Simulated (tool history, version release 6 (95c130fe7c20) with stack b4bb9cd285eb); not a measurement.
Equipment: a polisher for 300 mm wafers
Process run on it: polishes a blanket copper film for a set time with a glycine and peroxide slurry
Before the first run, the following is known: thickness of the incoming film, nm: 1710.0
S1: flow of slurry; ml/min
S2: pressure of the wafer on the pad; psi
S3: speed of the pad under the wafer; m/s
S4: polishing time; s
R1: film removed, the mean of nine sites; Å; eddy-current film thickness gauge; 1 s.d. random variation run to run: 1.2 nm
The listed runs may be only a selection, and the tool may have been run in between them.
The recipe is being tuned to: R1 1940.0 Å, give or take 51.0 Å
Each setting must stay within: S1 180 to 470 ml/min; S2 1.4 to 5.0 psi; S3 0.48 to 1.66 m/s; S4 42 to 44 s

| run | hour | S1 | S2 | S3 | S4 | R1 |
|---|---|---|---|---|---|---|
| 1 | 0.0 | 300 | 3.2 | 1.06 | 42 | 2182.7 |
| 2 | 2.4 | 300 | 3.1 | 1.06 | 42 | 2140.1 |
| 3 | 7.1 | 300 | 3.0 | 1.06 | 42 | 2086.5 |
| 4 | 15.1 | 300 | 2.9 | 1.06 | 42 | 2027.1 |
| 5 | 22.1 | 300 | 2.9 | 1.32 | 42 | 2459.6 |
| 6 | 27.8 | 360 | 2.9 | 1.32 | 42 | 2482.1 |
| 7 | 34.0 | 360 | 2.6 | 1.32 | 42 | 2279.4 |
| 8 | 37.8 | 360 | 2.4 | 1.32 | 42 | 2113.1 |
| 9 | 40.6 | 360 | 2.3 | 1.32 | 42 | 2030.9 |

Exercise: of the 4 proposed moves below, exactly one satisfies all targets within the stated allowed misses. Which move is it?
| A | 43.4 | 385 | 1.9 | 1.40 | 44 | ? |
| B | 43.4 | 390 | 2.4 | 1.26 | 42 | ? |
| C | 43.4 | 300 | 1.9 | 1.60 | 44 | ? |
| D | 43.4 | 425 | 2.2 | 1.38 | 42 | ? |

| move | R1 |
|---|---|
| A | 1923.1 |
| B | 2043.0 |
| C | 2103.7 |
| D | 2061.9 |
A: meets every target
B: lands further from the targets than the last run did
C: lands further from the targets than the last run did
D: lands further from the targets than the last run did
So the answer is move A, the one that meets all the targets.
